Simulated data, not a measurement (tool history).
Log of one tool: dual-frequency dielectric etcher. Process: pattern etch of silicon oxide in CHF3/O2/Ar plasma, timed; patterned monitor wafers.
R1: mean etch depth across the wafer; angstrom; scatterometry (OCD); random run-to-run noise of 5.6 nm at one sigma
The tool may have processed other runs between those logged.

{"run": 1, "hour": 0.0, "source power (kW)": 0.69, "bias power (kW)": 0.217, "etch time (s)": 327.5, "R1": 7680.1}
{"run": 2, "hour": 2.5, "source power (kW)": 0.73, "bias power (kW)": 0.221, "etch time (s)": 327.5, "R1": 7861.4}
{"run": 3, "hour": 4.1, "source power (kW)": 0.73, "bias power (kW)": 0.221, "etch time (s)": 296.5, "R1": 7082.5}
{"run": 4, "hour": 10.9, "source power (kW)": 0.73, "bias power (kW)": 0.221, "etch time (s)": 327.5, "R1": 7883.7}
{"run": 5, "hour": 19.7, "source power (kW)": 0.76, "bias power (kW)": 0.225, "etch time (s)": 327.5, "R1": 7966.8}
{"run": 6, "hour": 22.9, "source power (kW)": 0.68, "bias power (kW)": 0.225, "etch time (s)": 327.5, "R1": 7703.2}
{"run": 7, "hour": 28.2, "source power (kW)": 0.72, "bias power (kW)": 0.232, "etch time (s)": 327.5, "R1": 7880.3}
{"run": 8, "hour": 32.9, "source power (kW)": 0.75, "bias power (kW)": 0.238, "etch time (s)": 327.5, "R1": 8016.9}
{"run": 9, "hour": 36.9, "source power (kW)": 0.78, "bias power (kW)": 0.244, "etch time (s)": 327.5, "R1": 8268.6}

What will run 10 give?
{"run": 10, "hour": 37.6, "source power (kW)": 0.8, "bias power (kW)": 0.246, "etch time (s)": 327.5, "R1": "?"}

Run 10 produced R1 8342.3 angstrom.
